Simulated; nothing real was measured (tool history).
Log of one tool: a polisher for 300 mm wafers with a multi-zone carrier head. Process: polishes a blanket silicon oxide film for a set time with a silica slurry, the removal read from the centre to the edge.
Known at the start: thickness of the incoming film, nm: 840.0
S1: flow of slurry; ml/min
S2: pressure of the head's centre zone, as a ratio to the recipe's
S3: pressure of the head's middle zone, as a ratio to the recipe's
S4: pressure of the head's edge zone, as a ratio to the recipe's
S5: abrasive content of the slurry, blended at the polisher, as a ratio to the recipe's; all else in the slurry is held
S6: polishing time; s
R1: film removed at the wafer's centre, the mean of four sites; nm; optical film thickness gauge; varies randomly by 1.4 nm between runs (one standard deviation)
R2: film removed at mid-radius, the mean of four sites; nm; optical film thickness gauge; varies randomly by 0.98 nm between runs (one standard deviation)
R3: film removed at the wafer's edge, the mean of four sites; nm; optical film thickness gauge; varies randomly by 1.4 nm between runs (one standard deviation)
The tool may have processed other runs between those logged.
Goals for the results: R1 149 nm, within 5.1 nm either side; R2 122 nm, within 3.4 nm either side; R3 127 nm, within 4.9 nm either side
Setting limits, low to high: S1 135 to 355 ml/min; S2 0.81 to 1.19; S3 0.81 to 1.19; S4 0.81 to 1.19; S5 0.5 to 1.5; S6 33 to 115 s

Run 1, hour 0: S1 225 ml/min, S2 1, S3 1, S4 1, S5 1, S6 73 s. Result: R1 253.6 nm, R2 258.94 nm, R3 238.55 nm.
Run 2, hour 6: S1 225 ml/min, S2 1, S3 1, S4 1.05, S5 1, S6 73 s. Result: R1 258.68 nm, R2 256.16 nm, R3 245.18 nm.
Run 3, hour 14.7: S1 205 ml/min, S2 1, S3 1, S4 1.05, S5 1, S6 73 s. Result: R1 253.11 nm, R2 256.58 nm, R3 241.57 nm.
Run 4, hour 16.2: S1 205 ml/min, S2 1, S3 1, S4 1.05, S5 1, S6 63 s. Result: R1 220.36 nm, R2 220.45 nm, R3 211.22 nm.
Run 5, hour 23.9: S1 210 ml/min, S2 1.03, S3 0.96, S4 1.02, S5 0.85, S6 57 s. Result: R1 190.39 nm, R2 177.7 nm, R3 172.02 nm.
At hour 25: edge zone pressure recalibrated.
Run 6, hour 25: S1 210 ml/min, S2 1.03, S3 0.96, S4 1.02, S5 0.85, S6 72 s. Result: R1 237.01 nm, R2 226.28 nm, R3 229.76 nm.
Run 7, hour 30.9: S1 235 ml/min, S2 1.05, S3 0.94, S4 0.99, S5 0.75, S6 64 s. Result: R1 201.01 nm, R2 189.12 nm, R3 188.9 nm.
Run 8, hour 37.3: S1 225 ml/min, S2 1.08, S3 0.91, S4 0.95, S5 0.65, S6 60 s. Result: R1 179.65 nm, R2 154.71 nm, R3 160.52 nm.
Run 9, hour 40.9: S1 210 ml/min, S2 1.08, S3 0.9, S4 0.91, S5 0.6, S6 59 s. Result: R1 163.54 nm, R2 143.74 nm, R3 146.81 nm.
Run 10, hour 47.3: S1 195 ml/min, S2 1.09, S3 0.88, S4 0.88, S5 0.6, S6 59 s. Result: R1 165.98 nm, R2 137.76 nm, R3 140.4 nm.
Run 11, hour 52.5: S1 185 ml/min, S2 1.07, S3 0.86, S4 0.86, S5 0.6, S6 59 s. Result: R1 161.33 nm, R2 134.35 nm, R3 138.32 nm.
Run 12, hour 56.3: S1 175 ml/min, S2 1.06, S3 0.85, S4 0.84, S5 0.6, S6 59 s. Result: R1 156.05 nm, R2 134.92 nm, R3 135.15 nm.
Run 13, hour 64.7: S1 170 ml/min, S2 1.08, S3 0.81, S4 0.85, S5 0.5, S6 58 s. Result: R1 138.72 nm, R2 112.51 nm, R3 117.71 nm.
Run 14, hour 67.6: S1 190 ml/min, S2 1.08, S3 0.82, S4 0.85, S5 0.5, S6 58 s. Result: R1 140.1 nm, R2 112.62 nm, R3 120.9 nm.
Run 15, hour 73.2: S1 190 ml/min, S2 1.08, S3 0.83, S4 0.85, S5 0.5, S6 58 s. Result: R1 140.52 nm, R2 114.7 nm, R3 122.33 nm.

Which one of the following 5 next-run settings gets every result inside its allowed miss? There is exactly one.
Run A, hour 78.8: S1 280 ml/min, S2 0.92, S3 0.81, S4 0.85, S5 0.5, S6 61 s. Result: R1 ?, R2 ?, R3 ?.
Run B, hour 78.8: S1 215 ml/min, S2 1.1, S3 0.85, S4 0.88, S5 0.5, S6 60 s. Result: R1 ?, R2 ?, R3 ?.
Run C, hour 78.8: S1 165 ml/min, S2 1.05, S3 0.83, S4 0.86, S5 0.5, S6 60 s. Result: R1 ?, R2 ?, R3 ?.
Run D, hour 78.8: S1 155 ml/min, S2 1.04, S3 0.9, S4 0.82, S5 0.75, S6 47 s. Result: R1 ?, R2 ?, R3 ?.
Run E, hour 78.8: S1 260 ml/min, S2 1.13, S3 0.81, S4 0.88, S5 0.65, S6 45 s. Result: R1 ?, R2 ?, R3 ?.

move      R1      R2      R3
   A  134.16     125  129.17
   B  152.79  123.18  126.07
   C  139.64  116.65   121.3
   D  140.69  125.69  121.17
   E  145.09  109.86  115.66
A: puts the biggest miss on target and leaves a different result outside tolerance
B: all results land within tolerance of their targets
C: nearer the targets than the last run, but a result is still out of spec
D: moves the result that the last run missed by most past its target, out the other side
E: the biggest miss grows against the last run
The right move is B.
